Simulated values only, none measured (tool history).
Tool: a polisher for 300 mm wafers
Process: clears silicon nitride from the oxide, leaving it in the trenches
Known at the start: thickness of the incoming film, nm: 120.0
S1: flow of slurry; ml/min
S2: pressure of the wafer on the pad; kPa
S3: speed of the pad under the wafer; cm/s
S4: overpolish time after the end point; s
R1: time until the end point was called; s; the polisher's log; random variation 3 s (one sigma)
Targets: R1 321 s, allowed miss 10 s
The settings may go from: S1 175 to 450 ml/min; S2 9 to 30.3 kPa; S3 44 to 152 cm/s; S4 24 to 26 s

run 1 hour=0 | S1=290 S2=19.3 S3=98 S4=24 | R1=154.63
run 2 hour=2.1 | S1=290 S2=19.3 S3=98 S4=26 | R1=152.14
run 3 hour=8.9 | S1=290 S2=21.4 S3=98 S4=26 | R1=135.85
run 4 hour=13 | S1=240 S2=21.4 S3=98 S4=26 | R1=140.25
run 5 hour=17.6 | S1=240 S2=21.4 S3=98 S4=24 | R1=139.01
run 6 hour=23.6 | S1=240 S2=21.4 S3=98 S4=24 | R1=140.94
run 7 hour=28.6 | S1=235 S2=17.9 S3=94 S4=24 | R1=173.18
run 8 hour=35.5 | S1=235 S2=15.2 S3=90 S4=24 | R1=211.71

Which of these 4 next moves meets every target?
run A hour=42.4 | S1=230 S2=9.7 S3=100 S4=26 | R1=?
run B hour=42.4 | S1=250 S2=9 S3=90 S4=26 | R1=?
run C hour=42.4 | S1=360 S2=11 S3=72 S4=24 | R1=?
run D hour=42.4 | S1=210 S2=12.4 S3=76 S4=26 | R1=?

move=A R1=296.56
move=B R1=342.03
move=C R1=321.72
move=D R1=292.78
A: nearer than the last run, and not there yet
B: takes the result that was furthest off past its target
C: meets every target
D: nearer than the last run, and not there yet
The right move is C.
